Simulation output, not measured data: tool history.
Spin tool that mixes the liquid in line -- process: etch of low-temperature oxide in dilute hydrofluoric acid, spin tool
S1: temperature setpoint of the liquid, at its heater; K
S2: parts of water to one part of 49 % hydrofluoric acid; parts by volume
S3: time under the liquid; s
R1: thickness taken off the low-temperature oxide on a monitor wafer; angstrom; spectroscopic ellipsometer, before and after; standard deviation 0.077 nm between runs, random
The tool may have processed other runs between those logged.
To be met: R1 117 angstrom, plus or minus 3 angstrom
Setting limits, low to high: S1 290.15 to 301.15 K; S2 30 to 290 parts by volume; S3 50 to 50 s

run,hour,S1,S2,S3,R1
1,0,293.15,160,50,82.052
2,5.5,293.15,160,50,82.952
3,11.1,293.15,195,50,65.975
4,13.1,293.15,195,50,64.689
5,19,295.65,180,50,78.977
6,22,295.65,155,50,93.405
7,30.1,297.15,155,50,99.773
8,32.5,298.15,155,50,103.68

Which of these 4 next moves meets every target?
A,34.9,299.15,155,50,?
B,34.9,297.15,140,50,?
C,34.9,299.15,145,50,?
D,34.9,296.15,140,50,?

move,R1
A,107.14
B,111.91
C,115.9
D,107.66
A: nearer than the last run, and not there yet
B: nearer than the last run, and not there yet
C: every result within its allowed miss
D: nearer than the last run, and not there yet
C meets every target.
